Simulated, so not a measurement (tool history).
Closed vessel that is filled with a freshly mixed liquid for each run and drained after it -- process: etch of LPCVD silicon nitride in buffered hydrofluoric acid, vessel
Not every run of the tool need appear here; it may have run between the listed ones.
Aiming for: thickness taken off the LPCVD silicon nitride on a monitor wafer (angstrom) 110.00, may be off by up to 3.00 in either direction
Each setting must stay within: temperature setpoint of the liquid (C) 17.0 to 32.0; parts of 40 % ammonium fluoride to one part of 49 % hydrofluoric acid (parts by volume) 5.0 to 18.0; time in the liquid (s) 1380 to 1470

run,hour,temperature setpoint of the liquid (C),parts of 40 % ammonium fluoride to one part of 49 % hydrofluoric acid (parts by volume),time in the liquid (s),thickness taken off the LPCVD silicon nitride on a monitor wafer (angstrom)
1,0.0,24.0,11.0,1380,163.20
2,4.5,22.0,11.0,1380,146.36
3,8.9,22.0,11.0,1380,146.13
4,11.6,20.5,11.0,1380,133.82
5,14.1,20.5,12.5,1380,118.49
# hour 20.0: hydrofluoric acid flow meter replaced
6,20.0,22.5,12.5,1380,150.31
7,22.0,21.0,12.5,1380,138.15
8,28.7,19.5,12.5,1380,127.32
9,32.2,18.5,13.0,1380,115.63

Which of these 4 next moves meets every target?
A,35.7,17.5,13.0,1470,?
B,35.7,20.0,14.0,1400,?
C,35.7,18.0,14.5,1405,?
D,35.7,19.5,15.5,1465,?

move,thickness taken off the LPCVD silicon nitride on a monitor wafer (angstrom)
A,116.16
B,118.48
C,102.61
D,109.06
A: lands further from the targets than the last run did
B: lands further from the targets than the last run did
C: takes the result that was furthest off past its target
D: every result within its allowed miss
The move that meets every target is D.
